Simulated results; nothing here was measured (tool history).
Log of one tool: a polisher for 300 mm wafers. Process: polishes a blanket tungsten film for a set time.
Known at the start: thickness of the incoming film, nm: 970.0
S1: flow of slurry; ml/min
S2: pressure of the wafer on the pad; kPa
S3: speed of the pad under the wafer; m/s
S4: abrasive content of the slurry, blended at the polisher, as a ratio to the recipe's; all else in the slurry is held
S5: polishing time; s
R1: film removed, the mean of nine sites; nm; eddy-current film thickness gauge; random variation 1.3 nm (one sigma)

| run | day | S1 | S2 | S3 | S4 | S5 | R1 |
|---|---|---|---|---|---|---|---|
| 1 | 0.000 | 170 | 19.3 | 1.34 | 1.0 | 46 | 252.72 |
| 2 | 0.346 | 170 | 17.9 | 1.28 | 1.0 | 46 | 228.10 |
| 3 | 0.483 | 170 | 17.9 | 1.28 | 1.0 | 46 | 225.63 |
| 4 | 0.521 | 170 | 16.5 | 1.24 | 1.0 | 46 | 204.51 |
| 5 | 0.662 | 170 | 16.5 | 1.24 | 0.8 | 46 | 202.14 |
| 6 | 0.975 | 170 | 15.2 | 1.20 | 0.8 | 46 | 185.78 |

Forecast run 7:
| 7 | 1.342 | 170 | 14.5 | 1.16 | 0.8 | 46 | ? |

{"run 7": {"R1": 169.05}}
